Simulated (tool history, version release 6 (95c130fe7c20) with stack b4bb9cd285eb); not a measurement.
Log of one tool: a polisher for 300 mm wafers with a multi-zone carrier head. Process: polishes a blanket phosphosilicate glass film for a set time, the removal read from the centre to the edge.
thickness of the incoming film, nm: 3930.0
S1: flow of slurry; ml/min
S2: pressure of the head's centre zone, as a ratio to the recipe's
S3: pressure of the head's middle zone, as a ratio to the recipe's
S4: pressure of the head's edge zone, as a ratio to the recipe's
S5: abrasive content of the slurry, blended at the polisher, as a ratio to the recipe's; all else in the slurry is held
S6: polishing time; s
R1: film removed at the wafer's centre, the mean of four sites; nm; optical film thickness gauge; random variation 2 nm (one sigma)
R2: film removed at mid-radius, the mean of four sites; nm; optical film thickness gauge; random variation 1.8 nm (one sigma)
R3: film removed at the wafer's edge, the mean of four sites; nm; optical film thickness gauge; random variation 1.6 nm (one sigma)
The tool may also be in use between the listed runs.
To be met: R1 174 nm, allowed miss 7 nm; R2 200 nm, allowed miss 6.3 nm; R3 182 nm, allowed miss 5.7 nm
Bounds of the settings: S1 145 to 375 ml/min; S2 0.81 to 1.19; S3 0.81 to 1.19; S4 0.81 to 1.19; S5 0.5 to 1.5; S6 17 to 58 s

run  hour   S1    S2    S3    S4    S5  S6      R1      R2      R3
  1     0  240     1     1     1     1  37  285.53  272.25  278.72
  2   8.9  240     1     1     1     1  45  348.15  337.91  345.83
  3  14.1  235  0.98  1.01  0.98   0.9  43   306.2  303.29  301.26
  4  15.5  225  0.95  1.01  0.96  0.85  42  285.74  278.78   274.6
  5  22.2  280  0.95  1.01  0.96  0.85  42  286.88  287.03  289.44
  6    30  280  0.87  1.01  0.96  0.85  42  266.28  286.55  284.35
  7  36.9  280  0.86  1.02  0.95   0.8  41  251.79  274.98  268.71
  8  44.3  230  0.81  1.03  0.85  0.55  33  126.56  148.09  138.34
  9  51.4  250  0.82  1.04  0.87  0.55  33  128.78  153.24  143.72
 10  57.5  265  0.85  1.06  0.89  0.55  33  135.22  152.55  144.54
 11  60.1  265  0.86  1.08  0.91   0.6  33  155.43  173.32  160.17
 12  61.2  275  0.85  1.09  0.92   0.6  33  149.34  179.51  161.47
 13  65.5  310  0.95  1.12  1.02  0.75  33  209.85  227.92  208.84
 14  72.5  290  0.94  1.12  1.02  0.75  33  205.34  225.15  208.07
 15  76.6  275  0.93  1.12  1.01  0.75  33  201.74  226.65  205.97
 16    82  270  0.92  1.11     1  0.75  33  201.54   223.2  203.11
 17  83.5  265  0.91   1.1  0.99  0.75  33  192.47  220.65  206.35
 18  85.4  260  0.91   1.1  0.98  0.75  33  194.15  218.59  204.27
 19  86.1  260  0.91   1.1  0.96  0.75  33  193.24   220.5  202.68
 20  89.9  255  0.91  1.09  0.94  0.75  33  196.75  217.67  198.67
 21  90.4  250   0.9  1.08  0.93  0.75  33  188.51  215.47  196.98
 22  95.3  200   0.9  1.03  0.84   0.7  33  176.27  187.17  177.72

Which of these 4 next moves meets every target?
  A  100.2  220  0.96  1.09  0.88  0.55  40   ?   ?   ?
  B  100.2  180  0.86  1.08  0.84  0.65  37   ?   ?   ?
  C  100.2  165  0.85  0.99  0.83  0.65  37   ?   ?   ?
  D  100.2  175  0.88  0.98  0.84   0.8  31   ?   ?   ?

move      R1      R2      R3
   A  172.64  189.59  168.77
   B  171.38  203.04  181.07
   C  166.58  185.34  178.34
   D  174.22  187.22  181.83
A: further off than the last run
B: meets every target
C: further off than the last run
D: as far off as the last run
Answer: B
